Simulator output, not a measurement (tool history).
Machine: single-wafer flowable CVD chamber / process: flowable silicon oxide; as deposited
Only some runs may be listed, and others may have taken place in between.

run	day	heater temperature setpoint (K)	chamber pressure (mTorr)	RF power (kW)	deposition time (s)	mean film thickness on the monitor wafer (Å)
1	0	383.15	656	2.06	450	1505.9
2	0.304	380.15	657	2.06	450	1673.4
3	0.475	378.15	657	2.06	450	1781
4	0.521	377.15	657	2.06	450	1848.4
5	0.621	376.15	657	2.06	450	1908.2
6	0.779	375.15	657	2.06	450	1985.2
7	0.946	374.15	657	2.06	450	2040.5

Run 8 has not been measured yet. What should we expect?
8	1.221	372.15	657	2.06	450	?

{"run 8": {"mean film thickness on the monitor wafer (Å)": 2190.2}}

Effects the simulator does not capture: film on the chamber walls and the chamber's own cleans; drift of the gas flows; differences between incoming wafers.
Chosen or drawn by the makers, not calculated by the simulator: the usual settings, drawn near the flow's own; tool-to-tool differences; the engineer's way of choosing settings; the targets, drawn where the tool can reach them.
